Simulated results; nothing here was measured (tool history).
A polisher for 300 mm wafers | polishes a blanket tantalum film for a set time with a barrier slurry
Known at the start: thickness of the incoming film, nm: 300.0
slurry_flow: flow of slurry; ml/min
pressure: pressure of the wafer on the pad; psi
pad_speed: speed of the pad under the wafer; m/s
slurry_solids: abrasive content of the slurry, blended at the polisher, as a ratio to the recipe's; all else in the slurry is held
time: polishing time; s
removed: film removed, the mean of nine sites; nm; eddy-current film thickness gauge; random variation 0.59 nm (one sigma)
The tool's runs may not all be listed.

run 1 hour=0 | slurry_flow=150 pressure=1.8 pad_speed=1.02 slurry_solids=1 time=44 | removed=67.87
run 2 hour=5.3 | slurry_flow=115 pressure=1.8 pad_speed=1.02 slurry_solids=1 time=44 | removed=65.965
run 3 hour=8.4 | slurry_flow=115 pressure=1.8 pad_speed=1.02 slurry_solids=1 time=40 | removed=59.747
run 4 hour=13.2 | slurry_flow=125 pressure=1.9 pad_speed=1.02 slurry_solids=1 time=40 | removed=63.774
run 5 hour=19 | slurry_flow=140 pressure=1.9 pad_speed=1.02 slurry_solids=1 time=40 | removed=64.15
run 6 hour=19.8 | slurry_flow=150 pressure=1.9 pad_speed=1.02 slurry_solids=1 time=40 | removed=64.528
run 7 hour=24.7 | slurry_flow=150 pressure=2 pad_speed=1.02 slurry_solids=1 time=40 | removed=67.299
run 8 hour=31.8 | slurry_flow=150 pressure=2.1 pad_speed=1.02 slurry_solids=1 time=40 | removed=69.078
run 9 hour=32.6 | slurry_flow=150 pressure=2.2 pad_speed=1.02 slurry_solids=1 time=40 | removed=72.199
run 10 hour=40.4 | slurry_flow=150 pressure=2.3 pad_speed=1.02 slurry_solids=1 time=40 | removed=73.769
run 11 hour=47.5 | slurry_flow=155 pressure=2.4 pad_speed=1.02 slurry_solids=1 time=40 | removed=78.458

Forecast run 12:
run 12 hour=50.1 | slurry_flow=160 pressure=2.6 pad_speed=1.02 slurry_solids=1 time=40 | removed=?

{"run 12": {"removed": 82.863}}
